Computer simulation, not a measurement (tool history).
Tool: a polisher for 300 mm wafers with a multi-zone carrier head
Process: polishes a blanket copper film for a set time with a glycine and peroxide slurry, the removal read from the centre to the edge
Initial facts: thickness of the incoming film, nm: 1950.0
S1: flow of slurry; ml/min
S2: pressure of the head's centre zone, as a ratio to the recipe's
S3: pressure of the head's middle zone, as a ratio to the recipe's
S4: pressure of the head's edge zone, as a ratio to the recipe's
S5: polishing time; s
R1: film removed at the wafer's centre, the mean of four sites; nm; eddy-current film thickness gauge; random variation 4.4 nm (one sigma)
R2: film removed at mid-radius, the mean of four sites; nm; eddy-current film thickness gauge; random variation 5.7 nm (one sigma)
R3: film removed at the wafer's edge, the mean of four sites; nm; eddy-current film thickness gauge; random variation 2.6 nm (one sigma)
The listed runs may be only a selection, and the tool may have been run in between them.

run  hour   S1    S2    S3    S4  S5      R1      R2      R3
  1     0  175     1     1     1  33   262.3  270.27   265.5
  2   7.3  190  1.04  1.05  1.03  36  309.13  304.25  294.48
  3  13.8  155  1.04  1.05  1.03  36  300.25  305.15  294.57
  4    22  155  1.06  1.08  1.03  39   328.7  335.54  314.12
  5  26.6  160  1.08  1.11  1.04  41  354.57  370.86  332.25
  6  28.1  170   1.1  1.13  1.07  42  369.04   377.4     346
  7  30.1  175  1.11  1.14  1.07  43   386.3  393.18  360.01
  8  38.5  180  1.12  1.15  1.06  44   395.8  395.78  362.55
  9  41.9  175  1.13  1.16  1.05  45  414.68  406.61  371.03

Forecast run 10:
 10  49.6  165  1.13  1.17  1.04  46   ?   ?   ?

R1: 422.04 nm
R2: 413.2 nm
R3: 378.09 nm
